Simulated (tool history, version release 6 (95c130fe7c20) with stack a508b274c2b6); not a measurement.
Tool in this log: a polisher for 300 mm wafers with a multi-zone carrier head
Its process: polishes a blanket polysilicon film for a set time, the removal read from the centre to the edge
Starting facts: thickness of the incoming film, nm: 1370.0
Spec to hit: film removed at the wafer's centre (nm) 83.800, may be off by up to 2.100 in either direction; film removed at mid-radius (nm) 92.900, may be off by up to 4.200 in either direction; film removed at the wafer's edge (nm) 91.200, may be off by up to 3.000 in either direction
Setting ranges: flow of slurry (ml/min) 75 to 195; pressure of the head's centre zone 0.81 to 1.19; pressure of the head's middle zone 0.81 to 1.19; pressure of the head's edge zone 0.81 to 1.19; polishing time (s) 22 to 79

| run | hour | flow of slurry (ml/min) | pressure of the head's centre zone | pressure of the head's middle zone | pressure of the head's edge zone | polishing time (s) | film removed at the wafer's centre (nm) | film removed at mid-radius (nm) | film removed at the wafer's edge (nm) |
|---|---|---|---|---|---|---|---|---|---|
| 1 | 0.0 | 125 | 1.00 | 1.00 | 1.00 | 50 | 167.220 | 164.490 | 169.040 |
| 2 | 7.6 | 120 | 0.98 | 1.00 | 0.98 | 46 | 147.810 | 154.800 | 151.410 |
| 3 | 9.2 | 115 | 0.97 | 0.98 | 0.97 | 43 | 136.400 | 137.920 | 141.350 |
| 4 | 16.2 | 115 | 0.97 | 1.02 | 0.97 | 43 | 135.780 | 144.900 | 139.870 |
| 5 | 17.2 | 115 | 0.97 | 1.02 | 0.97 | 53 | 168.230 | 178.660 | 169.060 |
| 6 | 18.4 | 110 | 0.96 | 1.00 | 0.95 | 49 | 150.030 | 160.540 | 158.380 |
| 7 | 21.7 | 80 | 1.01 | 1.05 | 0.85 | 35 | 98.865 | 104.890 | 101.090 |
| 8 | 28.5 | 80 | 1.00 | 1.05 | 0.85 | 34 | 94.485 | 104.590 | 96.330 |
| 9 | 29.2 | 80 | 0.99 | 1.04 | 0.85 | 34 | 95.030 | 103.020 | 96.904 |
| 10 | 31.8 | 80 | 0.99 | 1.04 | 0.85 | 34 | 94.802 | 102.490 | 96.016 |
| 11 | 34.1 | 80 | 0.97 | 1.03 | 0.86 | 34 | 93.679 | 104.040 | 98.192 |
| 12 | 42.8 | 80 | 0.96 | 1.02 | 0.86 | 34 | 92.297 | 101.450 | 96.391 |
| 13 | 49.2 | 80 | 0.95 | 1.01 | 0.86 | 34 | 91.211 | 101.750 | 96.706 |
| 14 | 53.8 | 80 | 0.94 | 1.00 | 0.85 | 34 | 91.998 | 100.320 | 95.902 |
| 15 | 56.4 | 80 | 0.93 | 0.99 | 0.85 | 34 | 90.147 | 97.746 | 97.125 |
| 16 | 64.0 | 80 | 0.93 | 0.99 | 0.84 | 34 | 90.697 | 99.582 | 96.803 |
| 17 | 65.0 | 80 | 0.91 | 0.98 | 0.83 | 33 | 86.403 | 95.535 | 91.546 |

5 candidate next runs follow, results not yet known. Just one meets every target within its allowed miss. Identify it.
| A | 66.0 | 75 | 0.85 | 1.04 | 0.87 | 35 | ? | ? | ? |
| B | 66.0 | 75 | 0.94 | 0.98 | 0.83 | 34 | ? | ? | ? |
| C | 66.0 | 75 | 0.84 | 1.03 | 0.85 | 33 | ? | ? | ? |
| D | 66.0 | 85 | 0.95 | 0.94 | 0.81 | 32 | ? | ? | ? |
| E | 66.0 | 100 | 0.87 | 0.97 | 0.88 | 30 | ? | ? | ? |

| move | film removed at the wafer's centre (nm) | film removed at mid-radius (nm) | film removed at the wafer's edge (nm) |
|---|---|---|---|
| A | 84.375 | 101.680 | 98.173 |
| B | 88.161 | 94.140 | 93.455 |
| C | 78.876 | 95.130 | 91.612 |
| D | 88.686 | 90.133 | 89.911 |
| E | 83.157 | 91.598 | 90.694 |
A: puts the biggest miss on target and leaves a different result outside tolerance
B: further off than the last run
C: moves the result that the last run missed by most past its target, out the other side
D: further off than the last run
E: hits every target within its allowed miss
E meets every target.

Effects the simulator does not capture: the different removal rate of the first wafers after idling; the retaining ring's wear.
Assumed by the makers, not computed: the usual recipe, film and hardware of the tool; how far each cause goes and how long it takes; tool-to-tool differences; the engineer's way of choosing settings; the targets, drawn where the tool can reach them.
